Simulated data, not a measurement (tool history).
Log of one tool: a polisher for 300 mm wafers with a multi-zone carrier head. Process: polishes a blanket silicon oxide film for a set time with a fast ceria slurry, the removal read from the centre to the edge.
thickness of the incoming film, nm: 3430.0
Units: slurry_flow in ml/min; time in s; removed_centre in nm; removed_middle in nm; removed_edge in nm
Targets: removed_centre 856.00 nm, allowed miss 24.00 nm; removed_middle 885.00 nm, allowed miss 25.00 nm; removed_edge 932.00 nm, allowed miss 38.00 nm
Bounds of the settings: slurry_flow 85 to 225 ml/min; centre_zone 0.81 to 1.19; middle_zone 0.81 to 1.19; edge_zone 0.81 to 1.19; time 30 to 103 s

Run 1, hour 0.0: slurry_flow 145 ml/min, centre_zone 1.00, middle_zone 1.00, edge_zone 1.00, time 66 s. Result: removed_centre 953.23 nm, removed_middle 962.88 nm, removed_edge 996.80 nm.
Run 2, hour 2.4: slurry_flow 140 ml/min, centre_zone 1.00, middle_zone 1.00, edge_zone 1.00, time 66 s. Result: removed_centre 938.39 nm, removed_middle 955.77 nm, removed_edge 968.56 nm.
Run 3, hour 7.1: slurry_flow 135 ml/min, centre_zone 1.00, middle_zone 1.00, edge_zone 1.00, time 66 s. Result: removed_centre 937.29 nm, removed_middle 947.12 nm, removed_edge 984.32 nm.
Run 4, hour 13.6: slurry_flow 135 ml/min, centre_zone 1.00, middle_zone 1.03, edge_zone 1.00, time 66 s. Result: removed_centre 944.72 nm, removed_middle 962.31 nm, removed_edge 988.41 nm.
Run 5, hour 22.0: slurry_flow 135 ml/min, centre_zone 1.00, middle_zone 1.03, edge_zone 0.93, time 66 s. Result: removed_centre 934.15 nm, removed_middle 971.44 nm, removed_edge 928.71 nm.
Run 6, hour 29.6: slurry_flow 135 ml/min, centre_zone 1.07, middle_zone 1.03, edge_zone 0.93, time 66 s. Result: removed_centre 1011.00 nm, removed_middle 987.58 nm, removed_edge 964.36 nm.
Run 7, hour 38.1: slurry_flow 130 ml/min, centre_zone 1.06, middle_zone 1.03, edge_zone 0.94, time 66 s. Result: removed_centre 984.74 nm, removed_middle 968.21 nm, removed_edge 953.83 nm.
Run 8, hour 45.6: slurry_flow 125 ml/min, centre_zone 1.05, middle_zone 1.03, edge_zone 0.95, time 66 s. Result: removed_centre 958.02 nm, removed_middle 954.23 nm, removed_edge 958.99 nm.
Run 9, hour 53.0: slurry_flow 85 ml/min, centre_zone 1.00, middle_zone 1.01, edge_zone 0.95, time 66 s. Result: removed_centre 799.66 nm, removed_middle 844.43 nm, removed_edge 875.63 nm.
Run 10, hour 53.7: slurry_flow 110 ml/min, centre_zone 1.01, middle_zone 1.00, edge_zone 0.99, time 66 s. Result: removed_centre 906.93 nm, removed_middle 907.53 nm, removed_edge 961.07 nm.

4 next moves are on the table. One of them brings every result within its allowed miss. Which?
Run A, hour 54.4: slurry_flow 85 ml/min, centre_zone 1.04, middle_zone 1.10, edge_zone 1.06, time 69 s. Result: removed_centre ?, removed_middle ?, removed_edge ?.
Run B, hour 54.4: slurry_flow 100 ml/min, centre_zone 0.93, middle_zone 1.00, edge_zone 1.01, time 71 s. Result: removed_centre ?, removed_middle ?, removed_edge ?.
Run C, hour 54.4: slurry_flow 100 ml/min, centre_zone 1.01, middle_zone 1.02, edge_zone 1.02, time 66 s. Result: removed_centre ?, removed_middle ?, removed_edge ?.
Run D, hour 54.4: slurry_flow 130 ml/min, centre_zone 0.94, middle_zone 1.01, edge_zone 0.98, time 61 s. Result: removed_centre ?, removed_middle ?, removed_edge ?.

move  removed_centre  removed_middle  removed_edge
   A          882.21          945.46        943.37
   B          863.65          947.99        984.09
   C          872.58          895.71        918.93
   D          813.05          880.99        874.46
A: further off than the last run
B: brings the result that was furthest off to its target, and leaves another outside
C: meets every target
D: takes the result that was furthest off past its target
Move C is the one to make.

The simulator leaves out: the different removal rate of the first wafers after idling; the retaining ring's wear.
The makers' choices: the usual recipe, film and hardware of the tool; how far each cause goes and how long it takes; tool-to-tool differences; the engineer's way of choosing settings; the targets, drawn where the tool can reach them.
